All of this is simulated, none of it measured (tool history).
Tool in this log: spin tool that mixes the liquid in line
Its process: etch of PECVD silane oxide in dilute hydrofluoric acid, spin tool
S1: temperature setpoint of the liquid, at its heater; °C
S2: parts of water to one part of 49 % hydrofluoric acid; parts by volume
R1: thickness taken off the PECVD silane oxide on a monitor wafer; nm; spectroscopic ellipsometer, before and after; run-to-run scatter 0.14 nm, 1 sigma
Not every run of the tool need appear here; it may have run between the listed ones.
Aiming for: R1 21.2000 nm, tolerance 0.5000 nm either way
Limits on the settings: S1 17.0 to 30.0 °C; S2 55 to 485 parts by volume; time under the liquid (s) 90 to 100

Run 1, day 0.000: S1 22.0 °C, S2 270 parts by volume, time under the liquid (s) 90. Result: R1 12.4300 nm.
Run 2, day 0.058: S1 22.0 °C, S2 340 parts by volume, time under the liquid (s) 90. Result: R1 9.3791 nm.
Run 3, day 0.171: S1 24.5 °C, S2 300 parts by volume, time under the liquid (s) 90. Result: R1 11.7750 nm.
Run 4, day 0.354: S1 26.0 °C, S2 265 parts by volume, time under the liquid (s) 90. Result: R1 14.6290 nm.
Run 5, day 0.679: S1 27.0 °C, S2 250 parts by volume, time under the liquid (s) 90. Result: R1 16.3250 nm.
Run 6, day 0.796: S1 27.0 °C, S2 250 parts by volume, time under the liquid (s) 90. Result: R1 16.2300 nm.
Run 7, day 1.054: S1 30.0 °C, S2 210 parts by volume, time under the liquid (s) 90. Result: R1 22.5720 nm.
Run 8, day 1.379: S1 29.5 °C, S2 210 parts by volume, time under the liquid (s) 90. Result: R1 22.0370 nm.
Run 9, day 1.646: S1 29.0 °C, S2 210 parts by volume, time under the liquid (s) 90. Result: R1 21.7170 nm.

Which of these 4 next moves meets every target?
Run A, day 1.912: S1 29.5 °C, S2 225 parts by volume, time under the liquid (s) 100. Result: R1 ?.
Run B, day 1.912: S1 27.5 °C, S2 205 parts by volume, time under the liquid (s) 90. Result: R1 ?.
Run C, day 1.912: S1 30.0 °C, S2 205 parts by volume, time under the liquid (s) 90. Result: R1 ?.
Run D, day 1.912: S1 27.5 °C, S2 195 parts by volume, time under the liquid (s) 90. Result: R1 ?.

move       R1
   A  22.5070
   B  21.1890
   C  23.1550
   D  22.5280
A: the biggest miss grows against the last run
B: all results land within tolerance of their targets
C: the biggest miss grows against the last run
D: the biggest miss grows against the last run
Move B is the one to make.
